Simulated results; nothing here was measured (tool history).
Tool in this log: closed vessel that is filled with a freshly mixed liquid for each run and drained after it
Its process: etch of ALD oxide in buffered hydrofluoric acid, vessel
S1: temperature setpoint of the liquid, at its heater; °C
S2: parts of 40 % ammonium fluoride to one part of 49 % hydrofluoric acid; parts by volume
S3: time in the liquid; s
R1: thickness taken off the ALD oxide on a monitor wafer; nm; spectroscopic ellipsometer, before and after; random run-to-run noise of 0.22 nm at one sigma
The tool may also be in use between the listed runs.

run	hour	S1	S2	S3	R1
1	0	23	21	30	38.823
2	3.4	23	21	30	38.856
3	8.8	26	21	30	46.441
4	15.8	26	17	30	55.262
5	23	26	17	30	55.679
6	30.5	23	17	30	47.24
7	37.3	21	17	30	42.424
8	43.6	19.5	17	30	38.366
9	48.9	18.5	17	30	36.708

Run 10 has not been measured yet. What should we expect?
10	50.5	18	17	30	?

{"run 10": {"R1": 35.58}}
